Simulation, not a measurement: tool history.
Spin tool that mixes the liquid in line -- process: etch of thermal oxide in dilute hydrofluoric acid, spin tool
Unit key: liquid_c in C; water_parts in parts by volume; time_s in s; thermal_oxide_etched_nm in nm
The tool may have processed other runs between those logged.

run	day	liquid_c	water_parts	time_s	thermal_oxide_etched_nm
1	0.000	23.0	165	100	2.5301
2	0.058	22.5	165	100	2.4888
3	0.429	25.5	165	100	2.7291
4	0.596	25.5	165	100	2.7516
5	0.829	24.5	165	100	2.6726
6	0.892	24.5	130	100	3.5273

What will run 7 give?
7	1.196	23.0	135	100	?

Run 7 came out at thermal_oxide_etched_nm 3.1619 nm.
